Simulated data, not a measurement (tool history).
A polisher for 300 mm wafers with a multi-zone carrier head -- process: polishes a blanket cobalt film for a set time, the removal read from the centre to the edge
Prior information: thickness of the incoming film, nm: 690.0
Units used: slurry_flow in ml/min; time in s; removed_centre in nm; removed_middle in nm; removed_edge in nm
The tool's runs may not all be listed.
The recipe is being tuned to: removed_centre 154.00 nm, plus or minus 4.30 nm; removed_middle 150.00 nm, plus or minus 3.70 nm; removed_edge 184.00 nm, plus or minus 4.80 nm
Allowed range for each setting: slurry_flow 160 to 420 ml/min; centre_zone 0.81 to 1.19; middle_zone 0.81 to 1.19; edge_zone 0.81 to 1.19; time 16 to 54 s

run  hour  slurry_flow  centre_zone  middle_zone  edge_zone  time  removed_centre  removed_middle  removed_edge
  1   0.0          270         1.00         1.00       1.00    35          136.20          138.39        140.18
  2   4.4          315         1.00         1.00       1.00    35          140.22          138.93        140.65
  3   8.0          300         0.99         0.98       1.04    36          140.75          142.00        149.76
  4   8.8          300         0.99         0.98       1.04    39          152.82          153.79        159.73
  5  16.9          300         0.98         0.96       1.07    39          148.86          151.61        164.35
  6  25.0          300         0.98         0.96       1.00    39          150.45          152.80        157.36
  7  30.8          305         0.98         0.94       1.04    39          149.45          147.64        161.68
  8  32.9          315         0.98         0.94       1.07    39          152.46          149.01        162.46
  9  35.9          315         0.98         0.94       1.07    39          150.27          147.69        161.15
 10  42.3          295         0.98         0.93       1.10    40          155.72          149.85        170.60
 11  45.0          285         0.97         0.93       1.12    40          152.99          148.56        167.95
 12  53.0          295         0.96         0.92       1.14    40          150.67          149.17        172.15
 13  57.2          295         0.96         0.91       1.15    40          150.03          147.66        173.78
 14  58.2          300         0.96         0.90       1.16    40          151.11          147.29        174.92
 15  60.8          305         0.96         0.89       1.17    40          152.12          146.27        176.99
 16  64.8          310         0.96         0.89       1.17    40          151.50          145.53        177.20
 17  66.5          320         0.96         0.89       1.17    40          150.01          145.86        175.04

Which single option among these 4 for the next run brings every result within its allowed miss of target? Just one does.
  A  68.2          250         0.92         0.85       1.16    43               ?               ?             ?
  B  68.2          310         0.95         0.84       1.15    41               ?               ?             ?
  C  68.2          345         0.91         0.94       1.19    40               ?               ?             ?
  D  68.2          260         0.87         0.86       1.19    43               ?               ?             ?

move  removed_centre  removed_middle  removed_edge
   A          153.14          149.46        183.41
   B          153.48          143.35        176.21
   C          144.65          154.66        175.75
   D          145.24          151.39        186.27
A: hits every target within its allowed miss
B: as far off as the last run
C: lands further from the targets than the last run did
D: the worst result of the last run now meets its target, but another is out of spec
Correct choice: A, which meets every target
